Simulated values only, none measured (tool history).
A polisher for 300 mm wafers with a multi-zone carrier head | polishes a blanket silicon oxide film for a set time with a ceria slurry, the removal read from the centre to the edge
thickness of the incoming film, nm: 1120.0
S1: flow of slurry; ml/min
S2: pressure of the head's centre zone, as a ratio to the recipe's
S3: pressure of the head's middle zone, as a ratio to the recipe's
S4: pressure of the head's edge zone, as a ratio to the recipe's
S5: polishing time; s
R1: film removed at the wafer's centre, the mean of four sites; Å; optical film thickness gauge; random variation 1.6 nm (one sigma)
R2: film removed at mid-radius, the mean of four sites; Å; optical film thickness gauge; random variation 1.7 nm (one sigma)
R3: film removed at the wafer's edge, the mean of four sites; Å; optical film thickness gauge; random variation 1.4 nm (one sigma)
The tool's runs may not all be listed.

Run 1, hour 0.0: S1 155 ml/min, S2 1.00, S3 1.00, S4 1.00, S5 58 s. Result: R1 2257.0 Å, R2 2483.6 Å, R3 2609.8 Å.
Run 2, hour 6.3: S1 155 ml/min, S2 1.00, S3 0.93, S4 1.00, S5 58 s. Result: R1 2287.9 Å, R2 2353.7 Å, R3 2558.8 Å.
Run 3, hour 12.9: S1 155 ml/min, S2 1.00, S3 1.02, S4 1.00, S5 58 s. Result: R1 2250.3 Å, R2 2612.6 Å, R3 2590.8 Å.
Run 4, hour 21.8: S1 175 ml/min, S2 1.00, S3 1.02, S4 1.00, S5 58 s. Result: R1 2347.3 Å, R2 2642.7 Å, R3 2609.2 Å.
Run 5, hour 24.3: S1 175 ml/min, S2 1.00, S3 0.97, S4 0.98, S5 49 s. Result: R1 2009.5 Å, R2 2133.1 Å, R3 2198.6 Å.
Run 6, hour 26.9: S1 175 ml/min, S2 1.00, S3 0.93, S4 0.95, S5 43 s. Result: R1 1725.5 Å, R2 1805.9 Å, R3 1886.7 Å.
Run 7, hour 35.0: S1 165 ml/min, S2 1.02, S3 0.89, S4 0.92, S5 40 s. Result: R1 1642.0 Å, R2 1609.7 Å, R3 1728.9 Å.
Run 8, hour 39.0: S1 155 ml/min, S2 1.02, S3 0.87, S4 0.90, S5 38 s. Result: R1 1493.8 Å, R2 1483.9 Å, R3 1620.7 Å.
At hour 40.8: centre zone pressure recalibrated.
Run 9, hour 40.8: S1 145 ml/min, S2 1.04, S3 0.85, S4 0.88, S5 37 s. Result: R1 1701.0 Å, R2 1410.4 Å, R3 1561.7 Å.
Run 10, hour 44.9: S1 140 ml/min, S2 1.02, S3 0.84, S4 0.87, S5 36 s. Result: R1 1573.5 Å, R2 1304.8 Å, R3 1506.7 Å.

Forecast run 11:
Run 11, hour 51.6: S1 145 ml/min, S2 1.00, S3 0.85, S4 0.86, S5 35 s. Result: R1 ?, R2 ?, R3 ?.

Run 11 gave R1 1504.0 Å, R2 1297.2 Å, R3 1460.6 Å.
